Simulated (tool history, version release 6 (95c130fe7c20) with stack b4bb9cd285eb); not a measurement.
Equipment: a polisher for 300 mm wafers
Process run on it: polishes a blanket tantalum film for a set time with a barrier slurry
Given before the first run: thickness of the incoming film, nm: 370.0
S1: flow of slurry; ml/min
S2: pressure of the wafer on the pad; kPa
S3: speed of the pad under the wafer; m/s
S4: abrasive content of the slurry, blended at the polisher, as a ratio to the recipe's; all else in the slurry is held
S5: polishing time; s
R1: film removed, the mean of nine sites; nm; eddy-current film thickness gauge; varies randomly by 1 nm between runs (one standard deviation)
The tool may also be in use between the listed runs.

run 1 hour=0.0 | S1=195 S2=9.0 S3=1.10 S4=1.00 S5=54 | R1=62.762
run 2 hour=1.1 | S1=195 S2=9.0 S3=1.10 S4=0.80 S5=54 | R1=57.237
run 3 hour=4.4 | S1=175 S2=9.0 S3=1.10 S4=0.80 S5=54 | R1=56.884
run 4 hour=8.9 | S1=175 S2=9.0 S3=1.10 S4=0.95 S5=54 | R1=60.966
run 5 hour=13.1 | S1=175 S2=9.0 S3=1.28 S4=0.95 S5=54 | R1=70.048
run 6 hour=13.6 | S1=175 S2=7.6 S3=1.28 S4=0.95 S5=54 | R1=63.277
run 7 hour=16.9 | S1=175 S2=8.3 S3=1.28 S4=0.95 S5=54 | R1=67.756
run 8 hour=19.9 | S1=190 S2=11.0 S3=1.30 S4=0.95 S5=54 | R1=82.418

What does the tool deliver on the next run?
run 9 hour=24.7 | S1=190 S2=11.7 S3=1.32 S4=0.95 S5=54 | R1=?

{"run 9": {"R1": 85.698}}

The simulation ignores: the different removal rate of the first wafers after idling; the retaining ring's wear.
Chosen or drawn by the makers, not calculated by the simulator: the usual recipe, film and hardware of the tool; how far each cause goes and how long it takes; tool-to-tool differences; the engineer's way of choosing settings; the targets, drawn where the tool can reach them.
